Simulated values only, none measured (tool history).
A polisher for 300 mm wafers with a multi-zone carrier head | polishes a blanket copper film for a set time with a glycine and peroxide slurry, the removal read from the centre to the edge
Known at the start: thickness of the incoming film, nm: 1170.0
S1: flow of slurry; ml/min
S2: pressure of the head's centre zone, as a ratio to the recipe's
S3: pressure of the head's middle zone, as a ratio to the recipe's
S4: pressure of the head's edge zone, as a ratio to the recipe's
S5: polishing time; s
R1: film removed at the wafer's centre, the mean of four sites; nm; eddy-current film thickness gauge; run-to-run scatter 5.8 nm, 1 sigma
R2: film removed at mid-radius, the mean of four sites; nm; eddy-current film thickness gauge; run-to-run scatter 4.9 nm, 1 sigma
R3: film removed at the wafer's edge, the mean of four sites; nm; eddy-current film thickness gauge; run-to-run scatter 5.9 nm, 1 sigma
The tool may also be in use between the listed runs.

| run | day | S1 | S2 | S3 | S4 | S5 | R1 | R2 | R3 |
|---|---|---|---|---|---|---|---|---|---|
| 1 | 0.000 | 250 | 1.00 | 1.00 | 1.00 | 88 | 380.92 | 378.89 | 379.72 |
| 2 | 0.125 | 250 | 1.00 | 1.00 | 1.00 | 108 | 458.20 | 463.42 | 458.29 |
| 3 | 0.417 | 250 | 1.05 | 1.00 | 1.00 | 108 | 469.04 | 468.95 | 465.61 |
| 4 | 0.550 | 200 | 1.05 | 1.00 | 1.00 | 108 | 455.32 | 445.11 | 446.62 |
| 5 | 0.625 | 200 | 1.05 | 1.07 | 1.00 | 108 | 465.12 | 477.09 | 446.65 |
| 6 | 0.671 | 200 | 1.05 | 1.07 | 1.00 | 93 | 393.34 | 422.38 | 379.61 |
| 7 | 0.733 | 205 | 1.03 | 1.06 | 1.03 | 94 | 397.79 | 423.35 | 401.17 |
| 8 | 1.079 | 235 | 0.93 | 0.99 | 1.13 | 97 | 371.55 | 408.85 | 445.30 |
| 9 | 1.296 | 235 | 0.93 | 0.99 | 1.13 | 97 | 376.23 | 410.60 | 438.06 |

What will run 10 give?
| 10 | 1.567 | 240 | 0.93 | 0.98 | 1.14 | 98 | ? | ? | ? |

{"run 10": {"R1": 390.06, "R2": 417.77, "R3": 432.85}}
